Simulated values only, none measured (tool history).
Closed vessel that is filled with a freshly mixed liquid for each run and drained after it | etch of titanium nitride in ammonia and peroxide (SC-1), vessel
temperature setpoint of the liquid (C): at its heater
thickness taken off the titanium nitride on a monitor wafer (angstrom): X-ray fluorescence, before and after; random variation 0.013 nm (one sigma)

| run | hour | temperature setpoint of the liquid (C) | parts of water to one part of 30 % peroxide (parts by volume) | parts of 29 % ammonia solution to one part of 30 % peroxide (parts by volume) | time in the liquid (s) | thickness taken off the titanium nitride on a monitor wafer (angstrom) |
|---|---|---|---|---|---|---|
| 1 | 0 | 56 | 28 | 0.45 | 30 | 21.867 |
| 2 | 7.1 | 56 | 23.5 | 0.45 | 30 | 24.021 |
| 3 | 13.4 | 56 | 23.5 | 0.3 | 30 | 22.462 |
| 4 | 17.9 | 53.5 | 23.5 | 0.3 | 30 | 18.924 |
| 5 | 24.7 | 53.5 | 23.5 | 0.45 | 30 | 20.643 |
| 6 | 30.3 | 60.5 | 23.5 | 0.45 | 30 | 32.473 |
| 7 | 31.4 | 56.5 | 23.5 | 0.45 | 30 | 24.964 |
| 8 | 39 | 53.5 | 23.5 | 0.45 | 30 | 20.206 |
| 9 | 45.7 | 51.5 | 23.5 | 0.45 | 30 | 17.783 |

The next listed run, before its measurement:
| 10 | 52.3 | 50.5 | 23.5 | 0.45 | 30 | ? |

Run 10 gave thickness taken off the titanium nitride on a monitor wafer (angstrom) 16.368.
